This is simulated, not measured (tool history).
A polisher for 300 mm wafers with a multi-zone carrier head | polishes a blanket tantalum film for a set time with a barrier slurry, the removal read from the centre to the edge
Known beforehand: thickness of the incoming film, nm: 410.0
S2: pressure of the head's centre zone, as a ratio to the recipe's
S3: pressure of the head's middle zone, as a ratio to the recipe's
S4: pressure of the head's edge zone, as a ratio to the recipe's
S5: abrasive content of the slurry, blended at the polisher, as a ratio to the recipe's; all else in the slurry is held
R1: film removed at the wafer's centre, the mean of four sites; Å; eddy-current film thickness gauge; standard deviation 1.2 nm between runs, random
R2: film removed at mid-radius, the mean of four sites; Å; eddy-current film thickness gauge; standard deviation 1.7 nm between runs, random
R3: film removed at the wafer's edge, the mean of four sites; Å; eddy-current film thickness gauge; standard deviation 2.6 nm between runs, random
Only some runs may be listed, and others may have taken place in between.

Run 1, hour 0.0: flow of slurry (ml/min) 150, S2 1.00, S3 1.00, S4 1.00, S5 1.00, polishing time (s) 79. Result: R1 1737.5 Å, R2 1788.3 Å, R3 1655.6 Å.
Run 2, hour 1.0: flow of slurry (ml/min) 150, S2 0.94, S3 1.00, S4 1.00, S5 1.00, polishing time (s) 79. Result: R1 1629.6 Å, R2 1747.8 Å, R3 1665.2 Å.
Run 3, hour 4.8: flow of slurry (ml/min) 150, S2 0.94, S3 1.00, S4 1.00, S5 1.00, polishing time (s) 93. Result: R1 1909.6 Å, R2 2099.0 Å, R3 1994.4 Å.
Run 4, hour 6.1: flow of slurry (ml/min) 150, S2 0.94, S3 1.00, S4 1.00, S5 1.00, polishing time (s) 110. Result: R1 2254.7 Å, R2 2454.9 Å, R3 2380.2 Å.
Run 5, hour 14.4: flow of slurry (ml/min) 145, S2 0.95, S3 0.98, S4 0.98, S5 0.95, polishing time (s) 110. Result: R1 2238.7 Å, R2 2415.0 Å, R3 2239.7 Å.
Run 6, hour 15.8: flow of slurry (ml/min) 115, S2 0.95, S3 0.98, S4 0.98, S5 0.95, polishing time (s) 110. Result: R1 2146.1 Å, R2 2302.2 Å, R3 2199.3 Å.

Run 7 is up next; what results do you expect?
Run 7, hour 20.6: flow of slurry (ml/min) 110, S2 1.03, S3 0.88, S4 0.88, S5 0.70, polishing time (s) 108. Result: R1 ?, R2 ?, R3 ?.

{"run 7": {"R1": 2085.2, "R2": 1926.6, "R3": 1898.0}}
